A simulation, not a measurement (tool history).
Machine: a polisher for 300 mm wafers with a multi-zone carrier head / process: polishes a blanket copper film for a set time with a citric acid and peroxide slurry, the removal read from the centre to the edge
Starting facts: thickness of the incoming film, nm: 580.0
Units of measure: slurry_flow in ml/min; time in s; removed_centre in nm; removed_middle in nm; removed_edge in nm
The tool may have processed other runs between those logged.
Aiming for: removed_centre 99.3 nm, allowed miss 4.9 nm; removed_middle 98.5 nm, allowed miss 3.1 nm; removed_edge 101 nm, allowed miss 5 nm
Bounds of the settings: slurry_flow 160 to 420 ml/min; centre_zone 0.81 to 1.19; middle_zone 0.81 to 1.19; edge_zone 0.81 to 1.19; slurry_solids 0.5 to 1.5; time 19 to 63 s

run 1 day=0 | slurry_flow=270 centre_zone=1 middle_zone=1 edge_zone=1 slurry_solids=1 time=41 | removed_centre=129.97 removed_middle=134.46 removed_edge=129.85
run 2 day=0.054 | slurry_flow=295 centre_zone=1 middle_zone=1 edge_zone=1 slurry_solids=1 time=41 | removed_centre=128.64 removed_middle=133.77 removed_edge=130.75
run 3 day=0.371 | slurry_flow=290 centre_zone=0.99 middle_zone=0.97 edge_zone=0.98 slurry_solids=0.85 time=40 | removed_centre=120.31 removed_middle=122.98 removed_edge=121.69
run 4 day=0.554 | slurry_flow=250 centre_zone=0.99 middle_zone=0.97 edge_zone=0.98 slurry_solids=0.85 time=40 | removed_centre=117.68 removed_middle=121.13 removed_edge=123.89
-- day=0.708 centre zone pressure recalibrated
run 5 day=0.708 | slurry_flow=250 centre_zone=0.99 middle_zone=0.97 edge_zone=0.98 slurry_solids=1.05 time=40 | removed_centre=132.33 removed_middle=126.93 removed_edge=126.58
run 6 day=0.917 | slurry_flow=255 centre_zone=0.99 middle_zone=0.96 edge_zone=0.95 slurry_solids=0.9 time=39 | removed_centre=123.89 removed_middle=120.57 removed_edge=118.53
run 7 day=1.233 | slurry_flow=260 centre_zone=0.98 middle_zone=0.94 edge_zone=0.94 slurry_solids=0.8 time=38 | removed_centre=114.67 removed_middle=113.03 removed_edge=111.46
run 8 day=1.525 | slurry_flow=260 centre_zone=0.98 middle_zone=0.94 edge_zone=0.94 slurry_solids=0.8 time=38 | removed_centre=114.6 removed_middle=111.92 removed_edge=111.95
run 9 day=1.779 | slurry_flow=265 centre_zone=0.96 middle_zone=0.92 edge_zone=0.93 slurry_solids=0.75 time=38 | removed_centre=112.35 removed_middle=109.56 removed_edge=111.43

Exercise: of the 5 proposed moves below, exactly one satisfies all targets within the stated allowed misses. Which move is it?
run A day=2.033 | slurry_flow=265 centre_zone=0.81 middle_zone=1.19 edge_zone=1 slurry_solids=0.55 time=39 | removed_centre=? removed_middle=? removed_edge=?
run B day=2.033 | slurry_flow=220 centre_zone=0.95 middle_zone=0.96 edge_zone=0.99 slurry_solids=0.7 time=34 | removed_centre=? removed_middle=? removed_edge=?
run C day=2.033 | slurry_flow=210 centre_zone=0.81 middle_zone=1.18 edge_zone=1.15 slurry_solids=0.5 time=39 | removed_centre=? removed_middle=? removed_edge=?
run D day=2.033 | slurry_flow=305 centre_zone=1.07 middle_zone=1.19 edge_zone=0.81 slurry_solids=0.9 time=33 | removed_centre=? removed_middle=? removed_edge=?
run E day=2.033 | slurry_flow=270 centre_zone=0.97 middle_zone=0.95 edge_zone=0.91 slurry_solids=0.8 time=30 | removed_centre=? removed_middle=? removed_edge=?

move=A removed_centre=95.238 removed_middle=129.98 removed_edge=111.9
move=B removed_centre=99.757 removed_middle=96.766 removed_edge=100.32
move=C removed_centre=91.806 removed_middle=124.62 removed_edge=116.48
move=D removed_centre=117.75 removed_middle=121.11 removed_edge=94.51
move=E removed_centre=93.764 removed_middle=88.135 removed_edge=88.241
A: misses by more than the last run did
B: every result lands within tolerance
C: misses by more than the last run did
D: misses by more than the last run did
E: moves the result that the last run missed by most past its target, out the other side
Move B is the one to make.
